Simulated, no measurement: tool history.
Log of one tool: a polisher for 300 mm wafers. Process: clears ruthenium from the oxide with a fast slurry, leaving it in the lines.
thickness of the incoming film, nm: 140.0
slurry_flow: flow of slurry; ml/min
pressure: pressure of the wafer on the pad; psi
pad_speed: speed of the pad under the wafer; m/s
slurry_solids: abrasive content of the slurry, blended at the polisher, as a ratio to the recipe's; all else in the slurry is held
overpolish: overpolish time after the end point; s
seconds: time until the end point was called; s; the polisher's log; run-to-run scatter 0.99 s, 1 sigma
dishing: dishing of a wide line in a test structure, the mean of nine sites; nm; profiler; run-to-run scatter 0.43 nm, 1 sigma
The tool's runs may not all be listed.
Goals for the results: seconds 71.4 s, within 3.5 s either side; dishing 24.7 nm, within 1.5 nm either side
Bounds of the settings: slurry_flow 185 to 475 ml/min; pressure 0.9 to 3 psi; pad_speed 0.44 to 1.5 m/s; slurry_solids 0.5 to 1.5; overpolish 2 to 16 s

run	day	slurry_flow	pressure	pad_speed	slurry_solids	overpolish	seconds	dishing
1	0	305	1.9	0.96	1	8	56.713	19.095
2	0.346	305	1.9	0.96	0.8	8	64.814	17.441
3	0.412	305	1.9	0.96	0.8	9	63.252	19.135
4	0.767	370	1.9	0.96	0.8	9	63.645	20.023
5	0.838	370	2.2	0.96	0.8	9	55.103	22.314
6	1.038	370	2.2	0.96	0.9	9	52.065	24.067
7	1.067	370	2.1	0.96	0.9	9	53.518	23.681
8	1.112	365	2	0.96	0.9	9	57.353	22.036
9	1.217	365	1.9	0.96	0.9	9	59.201	21.063
10	1.542	365	1.8	0.96	0.9	10	62.545	21.697
11	1.65	370	1.7	0.94	0.9	12	67.542	23.472

Which single option among these 5 for the next run brings every result within its allowed miss of target? Just one does.
A	1.758	390	1.8	0.92	0.9	12	?	?
B	1.758	335	1.7	0.9	0.85	13	?	?
C	1.758	375	1.7	0.9	0.85	16	?	?
D	1.758	245	1.5	1.06	1.35	11	?	?
E	1.758	255	2.3	0.7	0.7	15	?	?

move	seconds	dishing
A	62.188	26.347
B	69.399	25.634
C	68.755	31.275
D	59.365	25.377
E	68.421	29.622
A: its largest miss is bigger than the last run's
B: every result lands within tolerance
C: brings the last run's worst result on target, with another outside its allowed miss
D: its largest miss is bigger than the last run's
E: brings the last run's worst result on target, with another outside its allowed miss
Correct choice: B, which meets every target
